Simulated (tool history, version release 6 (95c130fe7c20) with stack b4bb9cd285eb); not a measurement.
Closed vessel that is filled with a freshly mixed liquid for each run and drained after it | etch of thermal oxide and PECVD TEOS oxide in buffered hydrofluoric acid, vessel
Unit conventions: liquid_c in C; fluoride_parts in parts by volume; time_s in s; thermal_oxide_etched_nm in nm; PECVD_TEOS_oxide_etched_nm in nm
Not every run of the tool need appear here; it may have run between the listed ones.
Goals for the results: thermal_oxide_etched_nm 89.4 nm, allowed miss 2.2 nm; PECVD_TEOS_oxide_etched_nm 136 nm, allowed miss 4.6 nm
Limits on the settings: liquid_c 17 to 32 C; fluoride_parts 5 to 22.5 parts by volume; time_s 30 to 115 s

Run 1, hour 0: liquid_c 25 C, fluoride_parts 13.5 parts by volume, time_s 60 s. Result: thermal_oxide_etched_nm 51.005 nm, PECVD_TEOS_oxide_etched_nm 77.534 nm.
Run 2, hour 6.2: liquid_c 25 C, fluoride_parts 15.5 parts by volume, time_s 60 s. Result: thermal_oxide_etched_nm 44.499 nm, PECVD_TEOS_oxide_etched_nm 69.062 nm.
Run 3, hour 11.1: liquid_c 26 C, fluoride_parts 15 parts by volume, time_s 60 s. Result: thermal_oxide_etched_nm 48.592 nm, PECVD_TEOS_oxide_etched_nm 73.667 nm.
Run 4, hour 15.3: liquid_c 26.5 C, fluoride_parts 14 parts by volume, time_s 60 s. Result: thermal_oxide_etched_nm 52.97 nm, PECVD_TEOS_oxide_etched_nm 79.836 nm.
Run 5, hour 23.4: liquid_c 26.5 C, fluoride_parts 14 parts by volume, time_s 75 s. Result: thermal_oxide_etched_nm 66.38 nm, PECVD_TEOS_oxide_etched_nm 103.07 nm.
Run 6, hour 32: liquid_c 27 C, fluoride_parts 14 parts by volume, time_s 75 s. Result: thermal_oxide_etched_nm 68.433 nm, PECVD_TEOS_oxide_etched_nm 105.88 nm.
Run 7, hour 39.6: liquid_c 31 C, fluoride_parts 14 parts by volume, time_s 75 s. Result: thermal_oxide_etched_nm 84.13 nm, PECVD_TEOS_oxide_etched_nm 128.05 nm.
Run 8, hour 43: liquid_c 31.5 C, fluoride_parts 14 parts by volume, time_s 75 s. Result: thermal_oxide_etched_nm 86.428 nm, PECVD_TEOS_oxide_etched_nm 132.25 nm.

Next run, 4 choices. One meets every target within its allowed miss, the rest don't. Which?
Run A, hour 46.4: liquid_c 31.5 C, fluoride_parts 14.5 parts by volume, time_s 75 s. Result: thermal_oxide_etched_nm ?, PECVD_TEOS_oxide_etched_nm ?.
Run B, hour 46.4: liquid_c 32 C, fluoride_parts 14 parts by volume, time_s 75 s. Result: thermal_oxide_etched_nm ?, PECVD_TEOS_oxide_etched_nm ?.
Run C, hour 46.4: liquid_c 32 C, fluoride_parts 14.5 parts by volume, time_s 75 s. Result: thermal_oxide_etched_nm ?, PECVD_TEOS_oxide_etched_nm ?.
Run D, hour 46.4: liquid_c 31.5 C, fluoride_parts 15 parts by volume, time_s 80 s. Result: thermal_oxide_etched_nm ?, PECVD_TEOS_oxide_etched_nm ?.

move  thermal_oxide_etched_nm  PECVD_TEOS_oxide_etched_nm
   A                   83.821                      128.28
   B                   89.006                      136.22
   C                   86.005                      131.62
   D                   86.492                      132.37
A: lands further from the targets than the last run did
B: all results in spec
C: lands further from the targets than the last run did
D: no better and no worse than the last run
The right move is B.
